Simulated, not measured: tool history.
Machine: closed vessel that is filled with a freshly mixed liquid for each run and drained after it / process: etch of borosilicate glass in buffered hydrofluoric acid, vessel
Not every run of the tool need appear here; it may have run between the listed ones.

| run | hour | temperature setpoint of the liquid (K) | parts of 40 % ammonium fluoride to one part of 49 % hydrofluoric acid (parts by volume) | time in the liquid (s) | thickness taken off the borosilicate glass on a monitor wafer (nm) |
|---|---|---|---|---|---|
| 1 | 0 | 295.15 | 12.5 | 35 | 32.967 |
| 2 | 4.8 | 293.65 | 12.5 | 35 | 30.236 |
| 3 | 13.2 | 293.15 | 13 | 35 | 28.484 |
| 4 | 18.8 | 293.15 | 10 | 35 | 36.711 |
| 5 | 26.2 | 292.65 | 10.5 | 35 | 34.001 |
| 6 | 30.9 | 292.65 | 13 | 35 | 27.588 |
| 7 | 34.3 | 292.15 | 13.5 | 35 | 25.978 |

Run 8 is up next; what results do you expect?
| 8 | 40.9 | 290.15 | 16 | 35 | ? |

thickness taken off the borosilicate glass on a monitor wafer (nm): 19.587

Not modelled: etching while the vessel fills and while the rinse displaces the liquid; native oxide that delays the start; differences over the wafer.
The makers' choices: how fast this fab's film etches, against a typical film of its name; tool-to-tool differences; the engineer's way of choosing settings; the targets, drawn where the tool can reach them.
